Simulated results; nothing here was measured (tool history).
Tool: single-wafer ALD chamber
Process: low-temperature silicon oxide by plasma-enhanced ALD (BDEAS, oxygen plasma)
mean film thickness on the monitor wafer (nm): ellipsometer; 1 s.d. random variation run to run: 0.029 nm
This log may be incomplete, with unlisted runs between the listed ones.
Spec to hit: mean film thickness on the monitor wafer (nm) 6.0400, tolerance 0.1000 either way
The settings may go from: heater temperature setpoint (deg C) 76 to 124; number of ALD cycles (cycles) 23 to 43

run	day	heater temperature setpoint (deg C)	number of ALD cycles (cycles)	mean film thickness on the monitor wafer (nm)
1	0.000	100	33	4.7350
2	0.088	97	34	4.9679
3	0.346	103	34	4.8709
4	0.688	100	35	5.0434
5	0.783	100	39	5.6262
6	0.979	92	39	5.8104
7	1.354	90	39	5.8419
8	1.512	89	39	5.9212

Consider the 5 candidate settings below. Which is the only one whose results all fall within their allowed miss of target?
A	1.671	95	43	?
B	1.671	86	41	?
C	1.671	88	42	?
D	1.671	93	42	?
E	1.671	83	39	?

move	mean film thickness on the monitor wafer (nm)
A	6.3553
B	6.2699
C	6.3750
D	6.2554
E	6.0307
A: takes the result that was furthest off past its target
B: takes the result that was furthest off past its target
C: takes the result that was furthest off past its target
D: takes the result that was furthest off past its target
E: every result lands within tolerance
E is the move that brings every result within its allowed miss.
